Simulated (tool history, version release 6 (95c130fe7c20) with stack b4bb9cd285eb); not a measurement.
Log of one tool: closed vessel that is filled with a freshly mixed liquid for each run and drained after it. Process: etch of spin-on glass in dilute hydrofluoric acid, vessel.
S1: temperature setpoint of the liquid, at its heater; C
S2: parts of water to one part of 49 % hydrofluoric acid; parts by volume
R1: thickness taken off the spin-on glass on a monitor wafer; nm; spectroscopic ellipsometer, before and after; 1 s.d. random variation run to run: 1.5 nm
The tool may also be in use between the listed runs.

{"run": 1, "hour": 0.0, "S1": 23, "S2": 90, "time in the liquid (s)": 235, "R1": 80.257}
{"run": 2, "hour": 2.3, "S1": 24.5, "S2": 85, "time in the liquid (s)": 235, "R1": 90.792}
{"run": 3, "hour": 10.6, "S1": 24.5, "S2": 85, "time in the liquid (s)": 235, "R1": 92.499}
{"run": 4, "hour": 12.5, "S1": 25.5, "S2": 80, "time in the liquid (s)": 235, "R1": 99.352}
{"run": 5, "hour": 17.3, "S1": 26.5, "S2": 75, "time in the liquid (s)": 235, "R1": 113.64}
{"run": 6, "hour": 20.0, "S1": 29, "S2": 75, "time in the liquid (s)": 235, "R1": 123.9}
{"run": 7, "hour": 26.6, "S1": 29.5, "S2": 70, "time in the liquid (s)": 235, "R1": 135.84}

The next listed run, before its measurement:
{"run": 8, "hour": 27.9, "S1": 30, "S2": 70, "time in the liquid (s)": 235, "R1": "?"}

R1: 138.06 nm
